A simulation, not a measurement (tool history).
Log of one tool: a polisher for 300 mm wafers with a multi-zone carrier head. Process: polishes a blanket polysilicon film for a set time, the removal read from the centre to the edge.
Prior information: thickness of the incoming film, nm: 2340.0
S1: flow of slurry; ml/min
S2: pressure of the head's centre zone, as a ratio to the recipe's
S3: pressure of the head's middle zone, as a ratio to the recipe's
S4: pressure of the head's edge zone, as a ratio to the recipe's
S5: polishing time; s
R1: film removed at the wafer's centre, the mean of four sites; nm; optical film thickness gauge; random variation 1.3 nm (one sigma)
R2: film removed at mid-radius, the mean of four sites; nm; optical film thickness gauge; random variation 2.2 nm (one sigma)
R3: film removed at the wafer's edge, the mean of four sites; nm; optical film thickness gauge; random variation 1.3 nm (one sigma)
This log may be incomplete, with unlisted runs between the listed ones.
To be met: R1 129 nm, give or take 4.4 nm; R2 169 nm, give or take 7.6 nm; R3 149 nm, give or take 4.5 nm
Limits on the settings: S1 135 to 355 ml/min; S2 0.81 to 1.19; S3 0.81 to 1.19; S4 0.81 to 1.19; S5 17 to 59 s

| run | hour | S1 | S2 | S3 | S4 | S5 | R1 | R2 | R3 |
|---|---|---|---|---|---|---|---|---|---|
| 1 | 0 | 225 | 1 | 1 | 1 | 38 | 204.04 | 201.46 | 193.74 |
| 2 | 4.4 | 225 | 1.06 | 1 | 1 | 38 | 221.45 | 197.33 | 193.11 |
| 3 | 9 | 225 | 1 | 1 | 1 | 38 | 207.82 | 199.53 | 189.44 |
| 4 | 10.5 | 210 | 0.95 | 1.02 | 1.03 | 36 | 186.63 | 194.45 | 186.53 |
| 5 | 16.4 | 200 | 0.91 | 1.04 | 1.02 | 34 | 164.67 | 181.93 | 175.35 |
| 6 | 17.4 | 165 | 0.91 | 1.04 | 1.02 | 34 | 158.48 | 180.09 | 170 |
| 7 | 25.4 | 160 | 0.89 | 1.05 | 0.99 | 33 | 150.63 | 176.58 | 162.78 |
| 8 | 29.1 | 145 | 0.81 | 1.08 | 0.95 | 30 | 123.12 | 161.49 | 142.62 |
|  | 32.5 | centre zone pressure recalibrated |
| 9 | 32.5 | 155 | 0.81 | 1.09 | 0.96 | 30 | 115.81 | 163.46 | 143.45 |
| 10 | 36.8 | 155 | 0.83 | 1.09 | 0.96 | 30 | 117.66 | 165.44 | 140.8 |
| 11 | 39.1 | 160 | 0.84 | 1.09 | 0.97 | 30 | 122.72 | 164.33 | 143.96 |
| 12 | 46 | 165 | 0.85 | 1.09 | 0.98 | 30 | 121.68 | 165.51 | 145.84 |

Next run, 4 choices. One meets every target within its allowed miss, the rest don't. Which?
| A | 52.9 | 160 | 0.92 | 1.03 | 0.87 | 32 | ? | ? | ? |
| B | 52.9 | 135 | 0.88 | 0.93 | 1.01 | 34 | ? | ? | ? |
| C | 52.9 | 220 | 0.88 | 1.1 | 1.01 | 29 | ? | ? | ? |
| D | 52.9 | 155 | 0.83 | 1.13 | 0.97 | 30 | ? | ? | ? |

| move | R1 | R2 | R3 |
|---|---|---|---|
| A | 141.79 | 167.19 | 147.1 |
| B | 139.8 | 158.84 | 164.71 |
| C | 128.74 | 167.03 | 147.24 |
| D | 119.28 | 168.92 | 144.35 |
A: carries the result that was furthest off beyond its target, to the other side
B: carries the result that was furthest off beyond its target, to the other side
C: every result within its allowed miss
D: lands further from the targets than the last run did
Go with C: it meets all targets.

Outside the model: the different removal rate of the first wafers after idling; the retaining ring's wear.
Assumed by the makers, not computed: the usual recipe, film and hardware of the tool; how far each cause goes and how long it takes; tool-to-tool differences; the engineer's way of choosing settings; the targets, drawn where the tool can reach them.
